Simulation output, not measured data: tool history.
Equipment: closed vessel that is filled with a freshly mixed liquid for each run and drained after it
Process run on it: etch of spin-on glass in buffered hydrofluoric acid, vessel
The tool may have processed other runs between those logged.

| run | hour | temperature setpoint of the liquid (K) | parts of 40 % ammonium fluoride to one part of 49 % hydrofluoric acid (parts by volume) | time in the liquid (s) | thickness taken off the spin-on glass on a monitor wafer (nm) |
|---|---|---|---|---|---|
| 1 | 0.0 | 295.15 | 14 | 90 | 141.55 |
| 2 | 2.0 | 296.65 | 14 | 90 | 154.44 |
| 3 | 3.3 | 296.65 | 10 | 90 | 211.61 |
| 4 | 8.4 | 296.65 | 6 | 90 | 338.87 |
| 5 | 9.5 | 295.65 | 6 | 90 | 321.72 |
| 6 | 10.4 | 294.65 | 6 | 90 | 304.58 |

Run 7, settings as shown, results not yet in. Your forecast:
| 7 | 15.2 | 294.15 | 6 | 90 | ? |

Logged for run 7: thickness taken off the spin-on glass on a monitor wafer (nm) 293.98.
